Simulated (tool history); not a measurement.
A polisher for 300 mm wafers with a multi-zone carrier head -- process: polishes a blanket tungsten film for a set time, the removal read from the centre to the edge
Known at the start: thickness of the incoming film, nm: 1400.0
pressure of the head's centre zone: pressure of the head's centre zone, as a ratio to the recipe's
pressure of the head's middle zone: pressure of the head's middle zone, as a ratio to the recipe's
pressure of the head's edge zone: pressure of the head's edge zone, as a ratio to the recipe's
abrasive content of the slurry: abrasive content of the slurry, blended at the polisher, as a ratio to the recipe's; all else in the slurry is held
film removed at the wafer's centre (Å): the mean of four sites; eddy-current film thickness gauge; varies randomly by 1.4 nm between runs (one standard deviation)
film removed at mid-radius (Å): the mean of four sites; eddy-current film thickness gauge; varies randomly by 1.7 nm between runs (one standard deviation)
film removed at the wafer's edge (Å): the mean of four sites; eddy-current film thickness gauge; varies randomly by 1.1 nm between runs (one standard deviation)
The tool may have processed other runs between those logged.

| run | hour | flow of slurry (ml/min) | pressure of the head's centre zone | pressure of the head's middle zone | pressure of the head's edge zone | abrasive content of the slurry | polishing time (s) | film removed at the wafer's centre (Å) | film removed at mid-radius (Å) | film removed at the wafer's edge (Å) |
|---|---|---|---|---|---|---|---|---|---|---|
| 1 | 0.0 | 175 | 1.00 | 1.00 | 1.00 | 1.00 | 45 | 2173.3 | 2116.2 | 2124.6 |
| 2 | 2.4 | 205 | 1.00 | 1.00 | 1.00 | 1.00 | 45 | 2161.4 | 2143.0 | 2133.8 |
| 3 | 11.2 | 205 | 0.97 | 0.97 | 0.96 | 0.85 | 42 | 1845.7 | 1864.3 | 1861.5 |
| 4 | 14.2 | 200 | 0.95 | 0.94 | 0.92 | 0.75 | 41 | 1689.4 | 1685.9 | 1694.0 |
| 5 | 20.2 | 190 | 0.93 | 0.92 | 0.88 | 0.70 | 41 | 1627.7 | 1632.9 | 1577.5 |
| 6 | 22.4 | 190 | 0.93 | 0.98 | 0.88 | 0.70 | 41 | 1595.5 | 1731.5 | 1581.4 |
| 7 | 27.4 | 175 | 0.91 | 0.94 | 0.88 | 0.70 | 41 | 1550.6 | 1654.7 | 1562.7 |
| 8 | 34.9 | 165 | 0.90 | 0.91 | 0.88 | 0.70 | 41 | 1533.2 | 1577.8 | 1576.9 |
| 9 | 40.2 | 160 | 0.89 | 0.90 | 0.86 | 0.70 | 41 | 1494.3 | 1582.0 | 1568.4 |
| 10 | 46.7 | 130 | 0.93 | 0.85 | 0.81 | 0.60 | 41 | 1411.1 | 1364.2 | 1384.1 |
| 11 | 54.8 | 140 | 0.92 | 0.86 | 0.82 | 0.60 | 41 | 1410.8 | 1428.9 | 1398.3 |
| 12 | 61.1 | 150 | 0.91 | 0.86 | 0.83 | 0.60 | 41 | 1436.7 | 1434.6 | 1437.6 |

What does the tool deliver on the next run?
| 13 | 69.4 | 155 | 0.90 | 0.86 | 0.84 | 0.60 | 41 | ? | ? | ? |

{"run 13": {"film removed at the wafer's centre (Å)": 1397.2, "film removed at mid-radius (Å)": 1428.7, "film removed at the wafer's edge (Å)": 1444.7}}
